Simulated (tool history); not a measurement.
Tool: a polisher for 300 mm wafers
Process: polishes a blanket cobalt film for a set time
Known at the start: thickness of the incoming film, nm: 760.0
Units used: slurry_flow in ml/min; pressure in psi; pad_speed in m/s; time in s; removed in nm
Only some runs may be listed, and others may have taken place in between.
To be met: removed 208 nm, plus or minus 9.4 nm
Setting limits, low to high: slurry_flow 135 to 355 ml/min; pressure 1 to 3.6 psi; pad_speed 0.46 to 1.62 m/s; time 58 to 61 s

| run | hour | slurry_flow | pressure | pad_speed | time | removed |
|---|---|---|---|---|---|---|
| 1 | 0 | 225 | 2.3 | 1.04 | 58 | 414.31 |
| 2 | 3.6 | 225 | 1.9 | 1 | 58 | 332.63 |
| 3 | 10.8 | 225 | 1.6 | 0.98 | 58 | 291.49 |
| 4 | 15.6 | 275 | 1.6 | 0.98 | 58 | 305.29 |
| 5 | 17.4 | 275 | 1.6 | 1.22 | 58 | 366.09 |
| 6 | 22.6 | 320 | 1.6 | 1.22 | 58 | 370.46 |
| 7 | 30.6 | 315 | 1.4 | 1.08 | 58 | 295.48 |
| 8 | 36 | 315 | 1.4 | 1.08 | 58 | 290.46 |

4 next moves are on the table. One of them brings every result within its allowed miss. Which?
| A | 41.4 | 320 | 1.3 | 0.9 | 58 | ? |
| B | 41.4 | 315 | 1.1 | 1.02 | 58 | ? |
| C | 41.4 | 330 | 1.1 | 0.98 | 58 | ? |
| D | 41.4 | 315 | 1.1 | 0.92 | 58 | ? |

| move | removed |
|---|---|
| A | 234.29 |
| B | 231.72 |
| C | 224.18 |
| D | 210.59 |
A: better than the last run, though not everything is in spec
B: better than the last run, though not everything is in spec
C: better than the last run, though not everything is in spec
D: in spec on every target
Move D is the one to make.

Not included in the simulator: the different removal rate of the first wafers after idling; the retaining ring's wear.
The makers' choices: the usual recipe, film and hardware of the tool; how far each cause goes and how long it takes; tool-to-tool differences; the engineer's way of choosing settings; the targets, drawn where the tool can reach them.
